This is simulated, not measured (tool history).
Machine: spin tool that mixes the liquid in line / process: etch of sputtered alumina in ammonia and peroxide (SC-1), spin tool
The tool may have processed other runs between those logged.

run  hour  temperature setpoint of the liquid (C)  parts of 29 % ammonia solution to one part of 30 % peroxide (parts by volume)  time under the liquid (s)  thickness taken off the sputtered alumina on a monitor wafer (nm)
  1     0                                      51                                                                           0.75                         60                                                             5.6916
  2   5.9                                      50                                                                           0.75                         60                                                             5.4607
  3    12                                    49.5                                                                           0.75                         60                                                             5.3281
  4    17                                    49.5                                                                           0.75                         60                                                             5.2491
  5  24.6                                      49                                                                           0.75                         60                                                             5.1626
  6  30.3                                      49                                                                           0.75                         40                                                             3.4134
  7  39.1                                      50                                                                           0.75                         40                                                             3.6139

For run 8, what comes out?
  8  40.5                                      55                                                                           0.75                         40                                                                  ?

{"run 8": {"thickness taken off the sputtered alumina on a monitor wafer (nm)": 4.7352}}

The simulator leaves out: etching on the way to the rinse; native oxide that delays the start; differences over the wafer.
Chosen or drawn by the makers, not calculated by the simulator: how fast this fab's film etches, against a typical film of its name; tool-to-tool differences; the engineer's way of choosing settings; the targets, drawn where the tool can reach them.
